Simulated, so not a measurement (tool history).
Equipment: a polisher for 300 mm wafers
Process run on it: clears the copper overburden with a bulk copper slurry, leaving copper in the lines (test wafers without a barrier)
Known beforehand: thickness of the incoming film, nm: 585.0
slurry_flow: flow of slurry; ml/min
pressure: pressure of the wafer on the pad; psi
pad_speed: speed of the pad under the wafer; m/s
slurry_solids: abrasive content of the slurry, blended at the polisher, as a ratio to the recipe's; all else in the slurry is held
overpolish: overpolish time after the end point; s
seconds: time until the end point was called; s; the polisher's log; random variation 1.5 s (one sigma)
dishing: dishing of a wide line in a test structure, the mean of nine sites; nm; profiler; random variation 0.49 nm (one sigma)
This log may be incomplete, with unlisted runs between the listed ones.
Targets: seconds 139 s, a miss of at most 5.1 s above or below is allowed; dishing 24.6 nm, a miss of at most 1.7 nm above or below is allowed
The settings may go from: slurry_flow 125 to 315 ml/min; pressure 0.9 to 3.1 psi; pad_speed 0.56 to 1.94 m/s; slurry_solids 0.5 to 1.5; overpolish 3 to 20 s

run  hour  slurry_flow  pressure  pad_speed  slurry_solids  overpolish  seconds  dishing
  1     0          205         2       1.24              1          10   85.165   44.043
  2   3.7          205         2       1.44              1          10    74.41   47.171
  3   7.9          205       1.8       1.42              1          10   82.916   46.015
  4  14.5          205       2.3       1.42              1          10   64.075   52.871
  5  23.3          205       2.3       1.16              1          10   77.111   44.992
  6  32.1          205       2.1       1.16              1           9   84.426   42.283
  7  37.5          205         2       1.16              1           8   88.259   36.147
  8  39.3          205         2       1.16              1           8   87.565   36.317
  9  41.9          205       1.9       1.16              1           8   93.766   34.768
 10  47.9          205       1.8       1.16              1           8    99.18   33.641

Exercise: of the 5 proposed moves below, exactly one satisfies all targets within the stated allowed misses. Which move is it?
  A  53.9          215       1.6          1            0.9           7        ?        ?
  B  53.9          180       1.4        0.9              1           9        ?        ?
  C  53.9          225       1.5       0.92            1.1           8        ?        ?
  D  53.9          220       1.6       1.02           0.85           7        ?        ?
  E  53.9          175       1.5       1.06           1.05           6        ?        ?

move  seconds  dishing
   A   126.45   23.793
   B   158.15   24.168
   C   138.41   24.577
   D   125.28   23.979
   E   127.55   20.665
A: moves toward the targets from the last run without getting all of them in spec
B: takes the biggest miss from the last run beyond its target
C: every result lands within tolerance
D: moves toward the targets from the last run without getting all of them in spec
E: moves toward the targets from the last run without getting all of them in spec
Move C is the one to make.
